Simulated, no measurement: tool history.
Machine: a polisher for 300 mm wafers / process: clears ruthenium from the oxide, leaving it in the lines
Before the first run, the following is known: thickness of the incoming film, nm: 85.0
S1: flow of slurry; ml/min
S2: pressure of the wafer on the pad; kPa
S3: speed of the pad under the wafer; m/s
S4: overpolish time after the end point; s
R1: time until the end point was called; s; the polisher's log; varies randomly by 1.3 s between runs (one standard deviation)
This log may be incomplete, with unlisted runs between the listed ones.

run	hour	S1	S2	S3	S4	R1
1	0.0	150	14.5	0.84	4	90.600
2	1.9	150	13.8	0.84	4	94.493
3	5.7	150	13.1	0.84	4	101.320
4	8.1	145	12.4	0.84	4	109.410
# hour 16.2: slurry nozzle cleaned
5	16.2	180	12.4	0.84	4	94.727
6	21.5	200	12.4	0.84	4	94.542
7	29.1	190	12.4	0.84	4	94.814
8	31.0	180	12.4	0.84	4	96.989
9	39.4	175	12.4	0.84	4	97.186
10	43.8	170	12.4	0.84	4	96.107
11	48.6	170	12.4	0.84	4	94.344
12	55.5	165	11.7	0.84	4	101.610
13	63.8	160	11.7	0.84	4	101.870

Run 14 comes next. What will it give?
14	67.1	155	11.7	0.84	4	?

Logged for run 14: R1 104.250 s.

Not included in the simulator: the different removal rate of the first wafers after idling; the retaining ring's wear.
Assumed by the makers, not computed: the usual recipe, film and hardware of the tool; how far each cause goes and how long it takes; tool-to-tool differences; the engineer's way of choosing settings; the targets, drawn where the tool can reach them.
